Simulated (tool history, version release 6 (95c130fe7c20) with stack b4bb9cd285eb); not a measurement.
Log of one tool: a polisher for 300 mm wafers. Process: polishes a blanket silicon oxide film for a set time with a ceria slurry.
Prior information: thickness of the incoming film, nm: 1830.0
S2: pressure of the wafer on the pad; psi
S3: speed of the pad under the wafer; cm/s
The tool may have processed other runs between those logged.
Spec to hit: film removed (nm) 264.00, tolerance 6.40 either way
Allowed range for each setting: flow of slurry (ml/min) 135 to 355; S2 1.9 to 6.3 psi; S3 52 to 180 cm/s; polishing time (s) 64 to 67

run 1 day=0.000 | flow_of_slurry_(ml/min)=225 S2=4.1 S3=116 polishing_time_(s)=64 | film_removed_(nm)=470.69
run 2 day=0.108 | flow_of_slurry_(ml/min)=220 S2=3.6 S3=116 polishing_time_(s)=64 | film_removed_(nm)=414.17
run 3 day=0.233 | flow_of_slurry_(ml/min)=220 S2=3.6 S3=116 polishing_time_(s)=64 | film_removed_(nm)=412.41
run 4 day=0.542 | flow_of_slurry_(ml/min)=215 S2=3.3 S3=116 polishing_time_(s)=64 | film_removed_(nm)=378.03
run 5 day=0.742 | flow_of_slurry_(ml/min)=215 S2=3.3 S3=138 polishing_time_(s)=64 | film_removed_(nm)=449.21
run 6 day=1.112 | flow_of_slurry_(ml/min)=210 S2=3.0 S3=134 polishing_time_(s)=64 | film_removed_(nm)=394.73
run 7 day=1.412 | flow_of_slurry_(ml/min)=200 S2=2.8 S3=132 polishing_time_(s)=64 | film_removed_(nm)=365.12
run 8 day=1.688 | flow_of_slurry_(ml/min)=190 S2=2.6 S3=132 polishing_time_(s)=64 | film_removed_(nm)=340.05
run 9 day=1.729 | flow_of_slurry_(ml/min)=180 S2=2.5 S3=132 polishing_time_(s)=64 | film_removed_(nm)=326.84
run 10 day=1.900 | flow_of_slurry_(ml/min)=175 S2=2.4 S3=132 polishing_time_(s)=64 | film_removed_(nm)=307.85
run 11 day=2.158 | flow_of_slurry_(ml/min)=170 S2=2.3 S3=132 polishing_time_(s)=64 | film_removed_(nm)=298.14
run 12 day=2.379 | flow_of_slurry_(ml/min)=165 S2=2.2 S3=132 polishing_time_(s)=64 | film_removed_(nm)=285.43
run 13 day=2.404 | flow_of_slurry_(ml/min)=160 S2=2.2 S3=132 polishing_time_(s)=64 | film_removed_(nm)=281.62
run 14 day=2.704 | flow_of_slurry_(ml/min)=150 S2=1.9 S3=132 polishing_time_(s)=64 | film_removed_(nm)=249.91
run 15 day=2.942 | flow_of_slurry_(ml/min)=155 S2=1.9 S3=132 polishing_time_(s)=64 | film_removed_(nm)=244.97
run 16 day=3.046 | flow_of_slurry_(ml/min)=165 S2=1.9 S3=132 polishing_time_(s)=64 | film_removed_(nm)=245.88
run 17 day=3.196 | flow_of_slurry_(ml/min)=195 S2=2.2 S3=132 polishing_time_(s)=64 | film_removed_(nm)=284.40
run 18 day=3.529 | flow_of_slurry_(ml/min)=195 S2=2.1 S3=132 polishing_time_(s)=64 | film_removed_(nm)=279.07
run 19 day=3.708 | flow_of_slurry_(ml/min)=190 S2=2.1 S3=132 polishing_time_(s)=64 | film_removed_(nm)=276.72
run 20 day=3.988 | flow_of_slurry_(ml/min)=185 S2=2.1 S3=132 polishing_time_(s)=64 | film_removed_(nm)=274.35

Of the 5 settings listed for the next run, only one would bring every result within its allowed miss of target. Which one?
run A day=4.267 | flow_of_slurry_(ml/min)=160 S2=2.1 S3=116 polishing_time_(s)=66 | film_removed_(nm)=?
run B day=4.267 | flow_of_slurry_(ml/min)=180 S2=2.4 S3=118 polishing_time_(s)=64 | film_removed_(nm)=?
run C day=4.267 | flow_of_slurry_(ml/min)=215 S2=2.2 S3=114 polishing_time_(s)=67 | film_removed_(nm)=?
run D day=4.267 | flow_of_slurry_(ml/min)=210 S2=2.6 S3=104 polishing_time_(s)=67 | film_removed_(nm)=?
run E day=4.267 | flow_of_slurry_(ml/min)=195 S2=2.4 S3=116 polishing_time_(s)=64 | film_removed_(nm)=?

move=A film_removed_(nm)=246.91
move=B film_removed_(nm)=279.01
move=C film_removed_(nm)=263.97
move=D film_removed_(nm)=282.50
move=E film_removed_(nm)=276.27
A: carries the result that was furthest off beyond its target, to the other side
B: the biggest miss grows against the last run
C: hits every target within its allowed miss
D: the biggest miss grows against the last run
E: the biggest miss grows against the last run
Answer: C
